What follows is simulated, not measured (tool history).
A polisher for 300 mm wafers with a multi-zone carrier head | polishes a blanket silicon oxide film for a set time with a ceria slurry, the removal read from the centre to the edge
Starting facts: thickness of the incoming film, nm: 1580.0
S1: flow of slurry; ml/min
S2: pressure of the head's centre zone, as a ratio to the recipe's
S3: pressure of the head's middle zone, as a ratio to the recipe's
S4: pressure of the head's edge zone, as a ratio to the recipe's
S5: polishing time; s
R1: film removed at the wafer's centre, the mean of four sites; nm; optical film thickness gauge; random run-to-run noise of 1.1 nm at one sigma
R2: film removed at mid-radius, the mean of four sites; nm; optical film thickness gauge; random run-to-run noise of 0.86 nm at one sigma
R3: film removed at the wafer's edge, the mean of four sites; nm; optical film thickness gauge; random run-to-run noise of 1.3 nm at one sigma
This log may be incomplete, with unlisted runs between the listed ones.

run 1 hour=0 | S1=220 S2=1 S3=1 S4=1 S5=53 | R1=163.03 R2=165.94 R3=172.53
run 2 hour=8.1 | S1=215 S2=0.99 S3=0.98 S4=0.98 S5=47 | R1=142.14 R2=143.44 R3=150.87
run 3 hour=16.6 | S1=215 S2=0.91 S3=0.98 S4=0.98 S5=47 | R1=133.68 R2=146.9 R3=146.71
run 4 hour=23.7 | S1=215 S2=0.84 S3=0.98 S4=0.98 S5=47 | R1=121.87 R2=146.29 R3=147.33
run 5 hour=25.7 | S1=215 S2=0.81 S3=0.98 S4=0.98 S5=47 | R1=114.16 R2=147.6 R3=148.45
run 6 hour=30.2 | S1=215 S2=0.81 S3=0.98 S4=0.95 S5=47 | R1=117.71 R2=149.59 R3=148.61
run 7 hour=32.2 | S1=210 S2=0.83 S3=0.96 S4=0.95 S5=42 | R1=108.23 R2=127.26 R3=132.22
run 8 hour=33.4 | S1=195 S2=0.87 S3=0.91 S4=0.85 S5=27 | R1=69.578 R2=78.264 R3=79.537

Run 9, settings as shown, results not yet in. Your forecast:
run 9 hour=36.1 | S1=255 S2=0.96 S3=0.93 S4=0.95 S5=27 | R1=? R2=? R3=?

R1: 83.384 nm
R2: 83.328 nm
R3: 89.008 nm
